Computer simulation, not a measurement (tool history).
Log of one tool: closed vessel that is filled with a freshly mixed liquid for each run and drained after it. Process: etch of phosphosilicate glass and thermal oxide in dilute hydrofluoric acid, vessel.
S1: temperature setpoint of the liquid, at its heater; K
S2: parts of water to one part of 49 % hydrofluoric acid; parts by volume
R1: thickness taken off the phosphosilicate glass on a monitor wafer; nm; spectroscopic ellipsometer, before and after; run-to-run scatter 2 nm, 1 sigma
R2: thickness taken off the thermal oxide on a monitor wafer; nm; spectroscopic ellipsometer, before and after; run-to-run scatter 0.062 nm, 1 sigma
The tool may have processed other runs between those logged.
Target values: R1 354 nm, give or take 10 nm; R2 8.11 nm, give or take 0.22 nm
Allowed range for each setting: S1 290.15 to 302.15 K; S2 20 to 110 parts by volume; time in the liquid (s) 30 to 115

run 1 hour=0 | S1=294.15 S2=60 time_in_the_liquid_(s)=60 | R1=198.98 R2=4.5292
run 2 hour=0.9 | S1=295.15 S2=60 time_in_the_liquid_(s)=60 | R1=207.55 R2=4.7563
run 3 hour=3.5 | S1=297.15 S2=60 time_in_the_liquid_(s)=60 | R1=225.63 R2=5.1102
run 4 hour=8.9 | S1=297.65 S2=60 time_in_the_liquid_(s)=60 | R1=231.03 R2=5.2232
run 5 hour=12.4 | S1=301.15 S2=60 time_in_the_liquid_(s)=60 | R1=264.35 R2=6.0774
run 6 hour=18.5 | S1=301.15 S2=60 time_in_the_liquid_(s)=85 | R1=377.25 R2=8.5076
run 7 hour=24.2 | S1=300.65 S2=60 time_in_the_liquid_(s)=85 | R1=364.08 R2=8.2818
run 8 hour=30.6 | S1=300.65 S2=60 time_in_the_liquid_(s)=85 | R1=366.42 R2=8.4303

Which of these 4 next moves meets every target?
run A hour=37 | S1=300.15 S2=80 time_in_the_liquid_(s)=105 | R1=? R2=?
run B hour=37 | S1=300.15 S2=60 time_in_the_liquid_(s)=80 | R1=? R2=?
run C hour=37 | S1=298.65 S2=20 time_in_the_liquid_(s)=30 | R1=? R2=?
run D hour=37 | S1=301.15 S2=70 time_in_the_liquid_(s)=95 | R1=? R2=?

move=A R1=326.82 R2=7.4173
move=B R1=341.33 R2=7.7465
move=C R1=382.27 R2=8.6757
move=D R1=356.35 R2=8.0876
A: the result that was furthest off in the last run now lies on the other side of its target
B: the result that was furthest off in the last run now lies on the other side of its target
C: further off than the last run
D: all results land within tolerance of their targets
Go with D: it meets all targets.
